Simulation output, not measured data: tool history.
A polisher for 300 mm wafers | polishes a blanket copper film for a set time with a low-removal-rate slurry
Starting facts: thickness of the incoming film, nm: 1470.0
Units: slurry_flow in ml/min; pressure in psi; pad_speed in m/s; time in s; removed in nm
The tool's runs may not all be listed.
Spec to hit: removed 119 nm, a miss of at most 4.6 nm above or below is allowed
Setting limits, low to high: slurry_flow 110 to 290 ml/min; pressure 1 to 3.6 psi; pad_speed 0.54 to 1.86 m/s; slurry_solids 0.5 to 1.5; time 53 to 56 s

run,hour,slurry_flow,pressure,pad_speed,slurry_solids,time,removed
1,0,185,2.3,1.18,1,53,158.92
2,8.3,185,2.3,1.18,1.15,53,161.8
3,11.1,185,2.8,1.18,1.15,53,185.32
4,13.5,185,2.6,1.16,1.15,53,174.18
5,16.6,185,2.6,1.16,1.05,53,170.77
6,22.7,185,2.4,1.16,1.05,53,161.66
7,24.5,185,2.2,1.16,1.05,53,152.02
8,25.1,185,2.1,1.16,1.05,53,149.5
9,34.1,185,2,1.16,1.05,53,148.63
10,36.9,185,1.9,1.16,1.05,53,137.71
11,42.9,185,1.9,1.16,1.05,53,142.35

Exactly one of the 5 candidate moves below puts every result within its allowed miss. Which one?
A,48.9,220,2.1,0.86,1.3,53,?
B,48.9,175,1.4,1.32,1,53,?
C,48.9,180,1.8,1.24,1.15,56,?
D,48.9,240,1.8,1.08,1.1,53,?
E,48.9,225,2.7,1.06,0.7,53,?

move,removed
A,119.69
B,132.72
C,155.89
D,132.97
E,151.01
A: every result within its allowed miss
B: gains on the last run, yet a result remains outside its allowed miss
C: the biggest miss grows against the last run
D: gains on the last run, yet a result remains outside its allowed miss
E: the biggest miss grows against the last run
A is the move that brings every result within its allowed miss.
